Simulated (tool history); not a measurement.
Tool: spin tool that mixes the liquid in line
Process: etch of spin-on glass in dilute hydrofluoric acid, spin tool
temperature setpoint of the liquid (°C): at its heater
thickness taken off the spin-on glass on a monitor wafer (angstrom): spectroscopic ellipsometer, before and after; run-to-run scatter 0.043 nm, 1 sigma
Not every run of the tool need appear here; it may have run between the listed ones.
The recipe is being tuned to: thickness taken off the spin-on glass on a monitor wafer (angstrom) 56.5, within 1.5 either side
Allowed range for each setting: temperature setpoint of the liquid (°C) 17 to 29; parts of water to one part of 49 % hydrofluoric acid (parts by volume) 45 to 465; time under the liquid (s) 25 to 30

run  hour  temperature setpoint of the liquid (°C)  parts of water to one part of 49 % hydrofluoric acid (parts by volume)  time under the liquid (s)  thickness taken off the spin-on glass on a monitor wafer (angstrom)
  1     0                                       21                                                                     255                         30                                                               32.692
  2   5.7                                       19                                                                     255                         30                                                               29.791
  3   9.4                                       19                                                                     255                         25                                                               25.154
  4  14.9                                     21.5                                                                     255                         25                                                               27.511
  5  15.9                                       20                                                                     255                         25                                                               25.893
  6  24.2                                       17                                                                     255                         25                                                               22.916
  7  30.7                                       19                                                                     245                         25                                                                26.38
  8  31.9                                     20.5                                                                     235                         25                                                               29.598
  9  33.1                                       22                                                                     225                         25                                                               32.816
 10  36.6                                       23                                                                     215                         25                                                               36.024
 11  42.2                                       23                                                                     215                         25                                                               35.883
 12  43.8                                       23                                                                     215                         25                                                               36.275
 13  45.2                                       24                                                                     205                         25                                                               39.186
 14  46.2                                       25                                                                     200                         25                                                               42.459
 15  52.5                                     25.5                                                                     195                         25                                                                44.61
 16  58.2                                       26                                                                     190                         25                                                               46.916
 17  65.3                                     26.5                                                                     190                         25                                                               48.233
 18    74                                       27                                                                     190                         25                                                               48.559
 19  79.9                                     27.5                                                                     185                         25                                                                50.44
 20  81.7                                     28.5                                                                     180                         25                                                               54.324

Pick the move, out of 5, that brings all results within their allowed miss; only one does.
  A  83.5                                     28.5                                                                     195                         30                                                                    ?
  B  83.5                                     21.5                                                                     140                         25                                                                    ?
  C  83.5                                       26                                                                     170                         25                                                                    ?
  D  83.5                                       29                                                                     170                         25                                                                    ?
  E  83.5                                       29                                                                     195                         30                                                                    ?

move  thickness taken off the spin-on glass on a monitor wafer (angstrom)
   A                                                               59.434
   B                                                               56.553
   C                                                               53.465
   D                                                               59.622
   E                                                               60.489
A: takes the biggest miss from the last run beyond its target
B: meets every target
C: misses by more than the last run did
D: takes the biggest miss from the last run beyond its target
E: takes the biggest miss from the last run beyond its target
Go with B: it meets all targets.
